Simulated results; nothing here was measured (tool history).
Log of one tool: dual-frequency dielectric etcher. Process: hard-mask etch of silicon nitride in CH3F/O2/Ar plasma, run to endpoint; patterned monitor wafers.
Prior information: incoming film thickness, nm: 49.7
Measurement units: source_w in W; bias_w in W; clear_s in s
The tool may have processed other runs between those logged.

run  hour  source_w  bias_w  clear_s
  1   0.0       320      78   80.468
  2   4.0       310      77   79.952
  3  10.6       350      77   76.776
  4  16.5       350      83   75.540
  5  24.9       330      80   78.504
  6  27.9       310      78   80.272
  7  30.4       290      76   83.960

For run 8, what comes out?
  8  34.5       280      75        ?

{"run 8": {"clear_s": 84.828}}
